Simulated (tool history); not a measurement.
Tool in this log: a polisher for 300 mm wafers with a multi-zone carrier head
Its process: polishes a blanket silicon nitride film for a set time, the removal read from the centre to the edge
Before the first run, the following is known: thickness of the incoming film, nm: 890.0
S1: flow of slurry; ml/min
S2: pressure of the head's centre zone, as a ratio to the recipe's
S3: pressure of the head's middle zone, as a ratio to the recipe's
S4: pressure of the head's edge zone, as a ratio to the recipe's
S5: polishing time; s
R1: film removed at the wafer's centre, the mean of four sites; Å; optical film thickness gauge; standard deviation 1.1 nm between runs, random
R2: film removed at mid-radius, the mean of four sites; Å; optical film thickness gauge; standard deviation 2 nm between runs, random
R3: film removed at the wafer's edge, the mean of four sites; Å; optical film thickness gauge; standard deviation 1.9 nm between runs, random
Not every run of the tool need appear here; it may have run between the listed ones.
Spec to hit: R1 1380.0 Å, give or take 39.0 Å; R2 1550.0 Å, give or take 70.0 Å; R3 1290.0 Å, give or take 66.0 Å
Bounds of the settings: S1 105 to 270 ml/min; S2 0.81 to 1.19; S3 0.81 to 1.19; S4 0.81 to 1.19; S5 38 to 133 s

run    day   S1    S2    S3    S4   S5      R1      R2      R3
  1  0.000  175  1.00  1.00  1.00   85  2149.8  2163.7  2194.7
  2  0.188  175  1.00  1.00  1.05   85  2149.9  2127.2  2248.8
  3  0.325  175  1.00  1.00  1.05  106  2651.8  2722.2  2757.5
  4  0.667  175  1.00  1.02  1.03   99  2451.6  2600.4  2594.2
  5  0.838  175  0.94  1.02  1.03   99  2371.3  2576.9  2560.5
  6  1.058  175  0.94  1.02  1.03   81  1957.6  2072.5  2108.8
  7  1.304  175  0.94  1.03  1.01   77  1852.4  1962.1  1976.9
  8  1.467  175  0.94  1.04  0.99   74  1769.9  1886.6  1896.2
  9  1.767  180  0.95  1.06  0.97   71  1697.2  1924.7  1875.8
 10  2.133  170  0.97  1.06  0.95   69  1701.9  1814.9  1741.5
 11  2.383  165  0.97  1.07  0.93   68  1655.5  1772.1  1673.2
 12  2.617  160  0.97  1.08  0.92   67  1630.4  1765.1  1649.2
 13  2.796  160  0.97  1.08  0.92   67  1613.1  1775.7  1643.8
 14  2.854  160  0.97  1.08  0.92   67  1617.9  1755.0  1634.4

Consider the 5 candidate settings below. Which is the only one whose results all fall within their allowed miss of target?
  A  2.912  115  1.17  1.04  0.81  68   ?   ?   ?
  B  2.912  160  0.95  1.03  0.94  58   ?   ?   ?
  C  2.912  110  1.03  1.16  0.81  60   ?   ?   ?
  D  2.912  170  1.01  0.91  0.98  81   ?   ?   ?
  E  2.912  150  0.96  0.83  1.18  78   ?   ?   ?

move      R1      R2      R3
   A  1756.4  1592.9  1455.3
   B  1378.7  1462.4  1406.0
   C  1370.5  1523.2  1270.2
   D  2051.4  1861.6  2023.1
   E  1839.6  1620.3  2101.7
A: misses by more than the last run did
B: the furthest-off result lands on target, but another misses its tolerance
C: each result inside its tolerance
D: misses by more than the last run did
E: misses by more than the last run did
The right move is C.
